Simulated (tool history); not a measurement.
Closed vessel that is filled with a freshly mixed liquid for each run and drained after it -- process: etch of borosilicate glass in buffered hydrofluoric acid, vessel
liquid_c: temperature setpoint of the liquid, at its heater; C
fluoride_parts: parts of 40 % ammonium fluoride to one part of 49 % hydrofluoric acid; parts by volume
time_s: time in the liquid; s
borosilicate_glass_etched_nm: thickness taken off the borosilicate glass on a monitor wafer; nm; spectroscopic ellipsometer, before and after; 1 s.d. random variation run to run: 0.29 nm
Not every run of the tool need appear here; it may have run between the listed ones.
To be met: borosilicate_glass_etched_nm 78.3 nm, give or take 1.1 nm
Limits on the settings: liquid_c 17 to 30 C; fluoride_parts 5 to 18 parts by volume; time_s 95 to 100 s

| run | day | liquid_c | fluoride_parts | time_s | borosilicate_glass_etched_nm |
|---|---|---|---|---|---|
| 1 | 0 | 22 | 11 | 95 | 89.548 |
| 2 | 0.042 | 21.5 | 11 | 95 | 87.176 |
| 3 | 0.2 | 21.5 | 11 | 95 | 87.415 |
| 4 | 0.508 | 21.5 | 11 | 100 | 91.676 |
| 5 | 0.854 | 21 | 11 | 100 | 89.592 |
| 6 | 0.983 | 17.5 | 11 | 100 | 73.427 |
| 7 | 1.075 | 18 | 11 | 100 | 75.458 |
| 8 | 1.442 | 19 | 11 | 100 | 79.476 |

Which single option among these 4 for the next run brings every result within its allowed miss of target? Just one does.
| A | 1.808 | 17.5 | 10 | 100 | ? |
| B | 1.808 | 17.5 | 9.5 | 95 | ? |
| C | 1.808 | 19.5 | 10.5 | 95 | ? |
| D | 1.808 | 18.5 | 11 | 100 | ? |

| move | borosilicate_glass_etched_nm |
|---|---|
| A | 80.977 |
| B | 80.938 |
| C | 81.869 |
| D | 77.887 |
A: misses by more than the last run did
B: misses by more than the last run did
C: misses by more than the last run did
D: in spec on every target
So the answer is move D, the one that meets all the targets.
